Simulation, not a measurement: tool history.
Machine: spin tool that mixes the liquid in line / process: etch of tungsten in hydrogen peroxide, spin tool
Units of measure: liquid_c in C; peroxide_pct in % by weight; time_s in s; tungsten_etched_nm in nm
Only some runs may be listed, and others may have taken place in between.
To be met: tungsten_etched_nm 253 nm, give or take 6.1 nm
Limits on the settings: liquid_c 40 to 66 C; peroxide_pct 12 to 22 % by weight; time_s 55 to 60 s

run    day  liquid_c  peroxide_pct  time_s  tungsten_etched_nm
  1      0        56            15      55               127.3
  2  0.254        59            16      55              156.68
  3  0.454        59            16      55               156.3
  4  0.775        59            17      55               160.7
  5  0.825        61          17.5      55              184.69
  6  0.921        61          17.5      60              198.13
  7  1.104      62.5          17.5      60              217.09
  8  1.354      63.5          17.5      60              231.25
  9  1.671        64          17.5      60              233.89
 10  1.917      64.5          17.5      60              243.89

Exactly one of the 5 candidate moves below puts every result within its allowed miss. Which one?
  A  2.162      65.5            19      60                   ?
  B  2.162        66          18.5      60                   ?
  C  2.162        65            21      55                   ?
  D  2.162      65.5          18.5      60                   ?
  E  2.162        66          21.5      55                   ?

move  tungsten_etched_nm
   A              267.74
   B              271.64
   C              250.93
   D               264.2
   E              268.44
A: takes the biggest miss from the last run beyond its target
B: takes the biggest miss from the last run beyond its target
C: every result within its allowed miss
D: takes the biggest miss from the last run beyond its target
E: takes the biggest miss from the last run beyond its target
Correct choice: C, which meets every target

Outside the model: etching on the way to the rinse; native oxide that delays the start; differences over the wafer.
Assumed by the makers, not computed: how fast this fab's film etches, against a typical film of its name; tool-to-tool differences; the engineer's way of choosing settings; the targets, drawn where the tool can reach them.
